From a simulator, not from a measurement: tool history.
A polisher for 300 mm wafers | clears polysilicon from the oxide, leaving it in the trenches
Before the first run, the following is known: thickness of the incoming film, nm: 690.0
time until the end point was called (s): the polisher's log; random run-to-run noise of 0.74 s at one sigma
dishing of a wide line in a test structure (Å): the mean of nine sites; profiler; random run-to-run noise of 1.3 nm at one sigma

run,hour,flow of slurry (ml/min),pressure of the wafer on the pad (kPa),speed of the pad under the wafer (m/s),overpolish time after the end point (s),time until the end point was called (s),dishing of a wide line in a test structure (Å)
1,0,135,17.9,0.9,11,58.058,764.72
2,7.3,135,17.9,0.9,9,58.472,691.1
3,15.3,110,17.9,0.9,9,60.833,684.21
4,17.5,110,17.9,0.9,5,60.674,473.51
5,22.6,110,17.9,0.78,5,69.561,423.13
6,27.4,110,17.9,0.78,8,70.682,584.56
7,33.7,110,17.9,0.78,9,69.379,630.86
8,41.6,100,17.2,0.78,11,74.688,677.77
9,44,100,17.2,0.78,13,74.818,755.08

Forecast run 10:
10,52.6,105,17.2,0.78,14,?,?

Run 10 produced time until the end point was called (s) 73.56, dishing of a wide line in a test structure (Å) 776.22.

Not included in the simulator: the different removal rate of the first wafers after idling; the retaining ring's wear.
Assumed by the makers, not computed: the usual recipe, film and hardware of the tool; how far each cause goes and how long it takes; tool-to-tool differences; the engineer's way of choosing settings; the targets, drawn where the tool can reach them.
